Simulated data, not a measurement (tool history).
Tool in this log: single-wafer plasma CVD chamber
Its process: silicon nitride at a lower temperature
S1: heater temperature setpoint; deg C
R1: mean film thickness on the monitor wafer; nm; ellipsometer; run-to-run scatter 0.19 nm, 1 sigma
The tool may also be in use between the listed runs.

Run 1, day 0: S1 360 deg C, chamber pressure (Torr) 1.77, RF power (kW) 0.335, deposition time (s) 49.1. Result: R1 59.725 nm.
Run 2, day 0.088: S1 360 deg C, chamber pressure (Torr) 1.77, RF power (kW) 0.29, deposition time (s) 49.1. Result: R1 52.08 nm.
Run 3, day 0.167: S1 360 deg C, chamber pressure (Torr) 1.77, RF power (kW) 0.335, deposition time (s) 49.1. Result: R1 59.66 nm.
Run 4, day 0.525: S1 360 deg C, chamber pressure (Torr) 1.77, RF power (kW) 0.335, deposition time (s) 49.1. Result: R1 59.161 nm.
Run 5, day 0.633: S1 360 deg C, chamber pressure (Torr) 1.77, RF power (kW) 0.335, deposition time (s) 50.6. Result: R1 61.541 nm.
Run 6, day 0.846: S1 360 deg C, chamber pressure (Torr) 1.77, RF power (kW) 0.335, deposition time (s) 50.6. Result: R1 61.227 nm.
Run 7, day 1.142: S1 360 deg C, chamber pressure (Torr) 1.81, RF power (kW) 0.34, deposition time (s) 50.6. Result: R1 62.206 nm.

Forecast run 8:
Run 8, day 1.25: S1 360 deg C, chamber pressure (Torr) 1.82, RF power (kW) 0.345, deposition time (s) 50.6. Result: R1 ?.

{"run 8": {"R1": 63.058}}
